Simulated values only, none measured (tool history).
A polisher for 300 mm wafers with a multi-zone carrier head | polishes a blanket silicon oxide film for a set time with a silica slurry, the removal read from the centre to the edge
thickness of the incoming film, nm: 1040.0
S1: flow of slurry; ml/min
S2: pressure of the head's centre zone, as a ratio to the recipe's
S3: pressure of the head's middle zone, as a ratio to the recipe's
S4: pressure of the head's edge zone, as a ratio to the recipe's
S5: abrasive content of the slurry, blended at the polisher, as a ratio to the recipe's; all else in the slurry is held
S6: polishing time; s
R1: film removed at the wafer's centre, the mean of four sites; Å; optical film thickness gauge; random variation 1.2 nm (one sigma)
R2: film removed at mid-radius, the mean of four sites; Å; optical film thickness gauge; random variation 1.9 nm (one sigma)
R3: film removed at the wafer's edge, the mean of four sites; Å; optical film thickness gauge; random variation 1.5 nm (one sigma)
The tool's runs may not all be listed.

run 1 hour=0 | S1=195 S2=1 S3=1 S4=1 S5=1 S6=86 | R1=2108 R2=1845.3 R3=1831.8
run 2 hour=9 | S1=195 S2=1 S3=0.97 S4=1 S5=1 S6=86 | R1=2138.6 R2=1807.8 R3=1835.7
run 3 hour=13.5 | S1=195 S2=1 S3=0.97 S4=1.07 S5=1 S6=86 | R1=2099.1 R2=1791.5 R3=1888.8
run 4 hour=19.4 | S1=185 S2=0.97 S3=0.96 S4=1.05 S5=0.95 S6=86 | R1=2016.7 R2=1770.1 R3=1820.7
-- hour=26 centre zone pressure recalibrated
run 5 hour=26 | S1=180 S2=0.94 S3=0.94 S4=1.07 S5=0.9 S6=86 | R1=1692.3 R2=1720.2 R3=1838.1
run 6 hour=29.4 | S1=180 S2=0.94 S3=0.92 S4=1.04 S5=0.85 S6=85 | R1=1682.7 R2=1665.5 R3=1753.1
run 7 hour=37.5 | S1=175 S2=0.94 S3=0.9 S4=1.03 S5=0.8 S6=84 | R1=1618.4 R2=1562.7 R3=1718.7
run 8 hour=43.9 | S1=170 S2=0.94 S3=0.9 S4=1.02 S5=0.8 S6=84 | R1=1614 R2=1554.5 R3=1674.6
run 9 hour=45.6 | S1=165 S2=0.94 S3=0.9 S4=1.01 S5=0.8 S6=84 | R1=1597.5 R2=1524.8 R3=1675.4

The next listed run, before its measurement:
run 10 hour=47.3 | S1=160 S2=0.94 S3=0.91 S4=1 S5=0.8 S6=84 | R1=? R2=? R3=?

Run 10 gave R1 1591.6 Å, R2 1563.1 Å, R3 1688.4 Å.
